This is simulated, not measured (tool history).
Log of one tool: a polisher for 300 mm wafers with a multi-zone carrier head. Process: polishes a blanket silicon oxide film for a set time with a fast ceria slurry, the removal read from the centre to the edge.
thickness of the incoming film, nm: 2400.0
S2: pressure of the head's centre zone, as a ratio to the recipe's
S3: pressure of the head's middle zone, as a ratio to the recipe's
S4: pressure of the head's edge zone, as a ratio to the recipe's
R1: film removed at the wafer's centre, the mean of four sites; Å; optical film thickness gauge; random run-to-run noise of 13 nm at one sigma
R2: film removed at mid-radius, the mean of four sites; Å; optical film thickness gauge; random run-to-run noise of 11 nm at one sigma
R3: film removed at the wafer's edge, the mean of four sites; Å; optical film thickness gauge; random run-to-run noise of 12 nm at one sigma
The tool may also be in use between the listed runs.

run 1 day=0 | flow_of_slurry_(ml/min)=260 S2=1 S3=1 S4=1 polishing_time_(s)=47 | R1=6839.9 R2=6821 R3=6664.3
run 2 day=0.35 | flow_of_slurry_(ml/min)=260 S2=1.02 S3=1.01 S4=1.02 polishing_time_(s)=49 | R1=7256.1 R2=7247.7 R3=6935.3
run 3 day=0.571 | flow_of_slurry_(ml/min)=205 S2=1.02 S3=1.01 S4=1.02 polishing_time_(s)=49 | R1=6898.9 R2=6903.9 R3=6678.2
run 4 day=0.692 | flow_of_slurry_(ml/min)=205 S2=1.02 S3=1.01 S4=1.02 polishing_time_(s)=60 | R1=8697.6 R2=8456.4 R3=8308.4
run 5 day=0.729 | flow_of_slurry_(ml/min)=205 S2=1.02 S3=1.01 S4=1.02 polishing_time_(s)=50 | R1=7002.8 R2=7037.3 R3=6949.9
run 6 day=0.783 | flow_of_slurry_(ml/min)=220 S2=1.03 S3=1.02 S4=1.04 polishing_time_(s)=52 | R1=7705.3 R2=7476.1 R3=7375

Expected results for the next run?
run 7 day=0.812 | flow_of_slurry_(ml/min)=240 S2=1.03 S3=1.04 S4=1.06 polishing_time_(s)=52 | R1=? R2=? R3=?

Run 7 yielded R1 7591.7 Å, R2 7885.8 Å, R3 7546.8 Å.
